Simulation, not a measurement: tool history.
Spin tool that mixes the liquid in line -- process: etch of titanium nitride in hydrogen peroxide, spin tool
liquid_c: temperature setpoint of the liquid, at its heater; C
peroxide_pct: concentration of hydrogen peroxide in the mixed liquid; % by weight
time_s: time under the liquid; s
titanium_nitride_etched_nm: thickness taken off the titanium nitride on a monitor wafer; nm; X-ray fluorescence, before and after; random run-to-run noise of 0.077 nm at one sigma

run	hour	liquid_c	peroxide_pct	time_s	titanium_nitride_etched_nm
1	0	51	18.5	270	29.69
2	6.9	51	20	270	30.111
3	9.7	51	23	270	31.042
4	18.5	50	23	270	29.153
5	24.2	49	23	270	26.643
6	29.9	49	23	290	28.716
7	31	48	23	290	26.988
8	37.4	47	23	290	25.142
9	38.2	47	23	290	24.988
10	46.5	47	23	290	24.867

Expected results for the next run?
11	52.2	46.5	23	290	?

titanium_nitride_etched_nm: 23.935 nm

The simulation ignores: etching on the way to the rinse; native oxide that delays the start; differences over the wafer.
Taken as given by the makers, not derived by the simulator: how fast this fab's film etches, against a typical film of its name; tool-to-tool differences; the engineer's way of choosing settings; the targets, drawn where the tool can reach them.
